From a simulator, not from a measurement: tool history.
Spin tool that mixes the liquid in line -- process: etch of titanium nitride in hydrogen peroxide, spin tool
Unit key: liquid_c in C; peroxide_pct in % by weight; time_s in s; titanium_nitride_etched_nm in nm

run	hour	liquid_c	peroxide_pct	time_s	titanium_nitride_etched_nm
1	0.0	50.0	18.5	260	10.367
2	6.5	51.5	18.5	260	11.630
3	7.7	52.5	18.5	260	12.367
4	14.8	52.5	20.5	260	12.833
5	20.6	53.5	20.5	260	13.681
6	23.9	53.5	22.5	260	14.027
7	26.2	54.5	22.5	260	15.085
8	32.7	55.5	22.5	260	15.887

The next listed run, before its measurement:
9	38.8	56.5	22.5	260	?

titanium_nitride_etched_nm: 17.287 nm
